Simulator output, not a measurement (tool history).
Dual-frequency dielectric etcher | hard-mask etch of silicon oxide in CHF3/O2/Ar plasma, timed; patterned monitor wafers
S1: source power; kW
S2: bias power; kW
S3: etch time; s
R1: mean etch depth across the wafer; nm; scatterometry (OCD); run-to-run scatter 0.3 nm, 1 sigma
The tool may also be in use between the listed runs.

{"run": 1, "hour": 0.0, "S1": 0.69, "S2": 0.217, "S3": 20, "R1": 43.364}
{"run": 2, "hour": 7.9, "S1": 0.69, "S2": 0.217, "S3": 21, "R1": 45.492}
{"run": 3, "hour": 11.9, "S1": 0.69, "S2": 0.217, "S3": 20, "R1": 43.492}
{"run": 4, "hour": 15.4, "S1": 0.69, "S2": 0.217, "S3": 21, "R1": 45.935}
{"run": 5, "hour": 18.7, "S1": 0.71, "S2": 0.22, "S3": 21, "R1": 46.299}
{"run": 6, "hour": 23.6, "S1": 0.73, "S2": 0.224, "S3": 21, "R1": 48.021}

Run 7, settings as shown, results not yet in. Your forecast:
{"run": 7, "hour": 27.0, "S1": 0.74, "S2": 0.225, "S3": 21, "R1": "?"}

{"run 7": {"R1": 47.728}}
